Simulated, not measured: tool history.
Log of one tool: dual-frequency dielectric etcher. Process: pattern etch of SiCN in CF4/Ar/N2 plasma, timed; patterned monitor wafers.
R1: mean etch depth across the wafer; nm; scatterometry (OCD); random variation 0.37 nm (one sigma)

Run 1, hour 0.0: source power (kW) 0.600, bias power (kW) 0.093, Ar flow (sccm) 127, CF4 flow (sccm) 78, etch time (s) 44.0. Result: R1 52.366 nm.
Run 2, hour 7.2: source power (kW) 0.600, bias power (kW) 0.093, Ar flow (sccm) 127, CF4 flow (sccm) 66, etch time (s) 44.0. Result: R1 51.483 nm.
Run 3, hour 14.6: source power (kW) 0.670, bias power (kW) 0.094, Ar flow (sccm) 127, CF4 flow (sccm) 66, etch time (s) 44.0. Result: R1 56.885 nm.
Run 4, hour 18.7: source power (kW) 0.670, bias power (kW) 0.094, Ar flow (sccm) 127, CF4 flow (sccm) 66, etch time (s) 44.0. Result: R1 57.009 nm.
Run 5, hour 20.9: source power (kW) 0.730, bias power (kW) 0.094, Ar flow (sccm) 127, CF4 flow (sccm) 66, etch time (s) 44.0. Result: R1 60.008 nm.
Run 6, hour 23.0: source power (kW) 0.820, bias power (kW) 0.094, Ar flow (sccm) 127, CF4 flow (sccm) 66, etch time (s) 44.0. Result: R1 66.826 nm.

Forecast run 7:
Run 7, hour 28.0: source power (kW) 0.830, bias power (kW) 0.096, Ar flow (sccm) 126, CF4 flow (sccm) 66, etch time (s) 44.0. Result: R1 ?.

Run 7 gave R1 67.633 nm.
